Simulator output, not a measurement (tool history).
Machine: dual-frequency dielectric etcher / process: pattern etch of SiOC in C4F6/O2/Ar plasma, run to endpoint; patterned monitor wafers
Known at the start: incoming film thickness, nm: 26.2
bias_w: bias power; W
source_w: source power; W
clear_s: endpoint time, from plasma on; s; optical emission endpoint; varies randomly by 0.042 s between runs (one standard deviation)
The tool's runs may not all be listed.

Run 1, hour 0.0: bias_w 593 W, source_w 400 W. Result: clear_s 8.4053 s.
Run 2, hour 7.1: bias_w 640 W, source_w 410 W. Result: clear_s 8.0980 s.
Run 3, hour 11.5: bias_w 640 W, source_w 370 W. Result: clear_s 8.3480 s.
Run 4, hour 17.8: bias_w 554 W, source_w 370 W. Result: clear_s 8.9461 s.
Run 5, hour 20.4: bias_w 618 W, source_w 380 W. Result: clear_s 8.3710 s.
Run 6, hour 24.0: bias_w 618 W, source_w 350 W. Result: clear_s 8.7072 s.
Run 7, hour 32.4: bias_w 675 W, source_w 360 W. Result: clear_s 8.2657 s.
Run 8, hour 38.5: bias_w 714 W, source_w 360 W. Result: clear_s 8.0084 s.

The next listed run, before its measurement:
Run 9, hour 43.2: bias_w 740 W, source_w 360 W. Result: clear_s ?.

{"run 9": {"clear_s": 8.0359}}

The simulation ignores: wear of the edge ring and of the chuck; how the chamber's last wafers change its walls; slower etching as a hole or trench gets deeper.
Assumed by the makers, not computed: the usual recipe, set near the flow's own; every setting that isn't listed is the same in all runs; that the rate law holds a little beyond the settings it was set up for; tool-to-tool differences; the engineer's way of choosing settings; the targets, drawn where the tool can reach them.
